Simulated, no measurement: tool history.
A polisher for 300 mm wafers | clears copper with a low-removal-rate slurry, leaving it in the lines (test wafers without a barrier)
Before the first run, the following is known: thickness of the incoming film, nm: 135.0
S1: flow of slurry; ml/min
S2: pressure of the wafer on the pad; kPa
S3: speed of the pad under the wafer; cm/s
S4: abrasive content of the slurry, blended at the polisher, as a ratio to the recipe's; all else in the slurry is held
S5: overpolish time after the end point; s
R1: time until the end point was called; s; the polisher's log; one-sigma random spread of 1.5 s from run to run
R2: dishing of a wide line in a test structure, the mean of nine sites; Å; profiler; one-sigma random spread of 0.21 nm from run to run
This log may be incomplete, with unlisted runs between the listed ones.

run 1 hour=0.0 | S1=200 S2=13.8 S3=94 S4=1.0 S5=15 | R1=74.568 R2=169.690
run 2 hour=5.4 | S1=200 S2=13.8 S3=94 S4=1.1 S5=15 | R1=74.457 R2=174.550
run 3 hour=8.3 | S1=195 S2=12.4 S3=88 S4=1.1 S5=15 | R1=86.670 R2=151.830
run 4 hour=12.3 | S1=165 S2=12.4 S3=88 S4=1.1 S5=15 | R1=88.616 R2=145.470
run 5 hour=16.4 | S1=165 S2=11.0 S3=84 S4=1.1 S5=15 | R1=102.190 R2=131.820
run 6 hour=17.3 | S1=165 S2=11.0 S3=84 S4=1.1 S5=21 | R1=104.440 R2=170.440
run 7 hour=18.0 | S1=165 S2=9.7 S3=80 S4=1.1 S5=20 | R1=124.440 R2=143.040
run 8 hour=19.9 | S1=165 S2=9.0 S3=80 S4=1.1 S5=19 | R1=132.180 R2=122.920
run 9 hour=26.8 | S1=165 S2=8.3 S3=80 S4=1.1 S5=19 | R1=145.850 R2=118.540
run 10 hour=29.8 | S1=165 S2=8.3 S3=80 S4=1.1 S5=18 | R1=145.790 R2=108.150

Expected results for the next run?
run 11 hour=34.7 | S1=165 S2=7.6 S3=80 S4=1.1 S5=17 | R1=? R2=?

{"run 11": {"R1": 156.55, "R2": 99.009}}
